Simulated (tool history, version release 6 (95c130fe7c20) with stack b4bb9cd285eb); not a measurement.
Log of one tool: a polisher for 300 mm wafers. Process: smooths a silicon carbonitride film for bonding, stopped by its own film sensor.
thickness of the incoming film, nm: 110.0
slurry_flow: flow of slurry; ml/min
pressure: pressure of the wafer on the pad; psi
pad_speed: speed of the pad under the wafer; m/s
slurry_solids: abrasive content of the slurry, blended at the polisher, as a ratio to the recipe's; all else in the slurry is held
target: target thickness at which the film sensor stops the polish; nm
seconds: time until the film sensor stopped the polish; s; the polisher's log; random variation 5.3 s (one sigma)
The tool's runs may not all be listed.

Run 1, day 0.000: slurry_flow 315 ml/min, pressure 1.4 psi, pad_speed 1.10 m/s, slurry_solids 1.00, target 77 nm. Result: seconds 166.96 s.
Run 2, day 0.038: slurry_flow 315 ml/min, pressure 1.4 psi, pad_speed 1.10 m/s, slurry_solids 0.85, target 77 nm. Result: seconds 184.30 s.
Run 3, day 0.396: slurry_flow 315 ml/min, pressure 1.4 psi, pad_speed 1.10 m/s, slurry_solids 0.85, target 77 nm. Result: seconds 183.83 s.
Run 4, day 0.621: slurry_flow 315 ml/min, pressure 1.3 psi, pad_speed 1.08 m/s, slurry_solids 0.85, target 77 nm. Result: seconds 201.61 s.
Run 5, day 0.854: slurry_flow 315 ml/min, pressure 1.3 psi, pad_speed 1.08 m/s, slurry_solids 0.85, target 77 nm. Result: seconds 196.23 s.
Run 6, day 0.950: slurry_flow 315 ml/min, pressure 1.2 psi, pad_speed 1.06 m/s, slurry_solids 0.85, target 77 nm. Result: seconds 220.17 s.
Run 7, day 1.062: slurry_flow 315 ml/min, pressure 1.2 psi, pad_speed 1.06 m/s, slurry_solids 0.85, target 77 nm. Result: seconds 216.67 s.

Run 8 comes next. What will it give?
Run 8, day 1.325: slurry_flow 315 ml/min, pressure 1.1 psi, pad_speed 1.04 m/s, slurry_solids 0.85, target 77 nm. Result: seconds ?.

Run 8 gave seconds 249.66 s.
